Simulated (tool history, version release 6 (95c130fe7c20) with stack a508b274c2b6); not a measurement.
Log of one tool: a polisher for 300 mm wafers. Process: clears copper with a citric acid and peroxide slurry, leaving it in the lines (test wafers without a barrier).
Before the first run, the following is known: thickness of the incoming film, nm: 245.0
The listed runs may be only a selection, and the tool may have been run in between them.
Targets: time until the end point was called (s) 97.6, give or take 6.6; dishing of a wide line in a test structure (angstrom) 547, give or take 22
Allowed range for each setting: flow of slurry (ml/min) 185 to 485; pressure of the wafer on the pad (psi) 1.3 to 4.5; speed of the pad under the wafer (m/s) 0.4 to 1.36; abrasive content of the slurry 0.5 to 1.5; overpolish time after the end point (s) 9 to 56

| run | hour | flow of slurry (ml/min) | pressure of the wafer on the pad (psi) | speed of the pad under the wafer (m/s) | abrasive content of the slurry | overpolish time after the end point (s) | time until the end point was called (s) | dishing of a wide line in a test structure (angstrom) |
|---|---|---|---|---|---|---|---|---|
| 1 | 0 | 310 | 2.9 | 0.88 | 1 | 29 | 149.08 | 357.16 |
| 2 | 7.1 | 310 | 2.9 | 0.88 | 1 | 22 | 143.32 | 279.28 |
| 3 | 14.9 | 310 | 2.9 | 1.04 | 1 | 22 | 122.79 | 319.82 |
| 4 | 16.2 | 310 | 2.9 | 1.22 | 1 | 22 | 107.14 | 363.88 |
| 5 | 25.1 | 310 | 2.2 | 1.22 | 1 | 22 | 129.99 | 311.33 |
| 6 | 25.8 | 310 | 2.4 | 1.22 | 1 | 24 | 123.35 | 357.4 |
| 7 | 31.9 | 310 | 2.6 | 1.24 | 1 | 26 | 111.43 | 401.36 |
| 8 | 33.4 | 310 | 2.7 | 1.24 | 1 | 28 | 114.17 | 444.32 |
| 9 | 41.7 | 310 | 3.4 | 1.24 | 1 | 29 | 92.464 | 511.23 |
| 10 | 48.4 | 310 | 3.4 | 1.24 | 1 | 30 | 94.735 | 536.58 |

5 next moves are on the table. One of them brings every result within its allowed miss. Which?
| A | 55.1 | 200 | 4.3 | 1.12 | 1.15 | 28 | ? | ? |
| B | 55.1 | 305 | 3.3 | 1.28 | 1.05 | 28 | ? | ? |
| C | 55.1 | 320 | 3.2 | 1.3 | 0.9 | 33 | ? | ? |
| D | 55.1 | 305 | 3.5 | 1.26 | 1.25 | 29 | ? | ? |
| E | 55.1 | 300 | 3.3 | 1.36 | 0.95 | 28 | ? | ? |

| move | time until the end point was called (s) | dishing of a wide line in a test structure (angstrom) |
|---|---|---|
| A | 86.103 | 539.45 |
| B | 91.653 | 508.39 |
| C | 95.247 | 556.03 |
| D | 85.547 | 550.18 |
| E | 88.375 | 522.09 |
A: meets the target for the result that was furthest off, but another lies outside its allowed miss
B: its largest miss is bigger than the last run's
C: hits every target within its allowed miss
D: meets the target for the result that was furthest off, but another lies outside its allowed miss
E: its largest miss is bigger than the last run's
So the answer is move C, the one that meets all the targets.

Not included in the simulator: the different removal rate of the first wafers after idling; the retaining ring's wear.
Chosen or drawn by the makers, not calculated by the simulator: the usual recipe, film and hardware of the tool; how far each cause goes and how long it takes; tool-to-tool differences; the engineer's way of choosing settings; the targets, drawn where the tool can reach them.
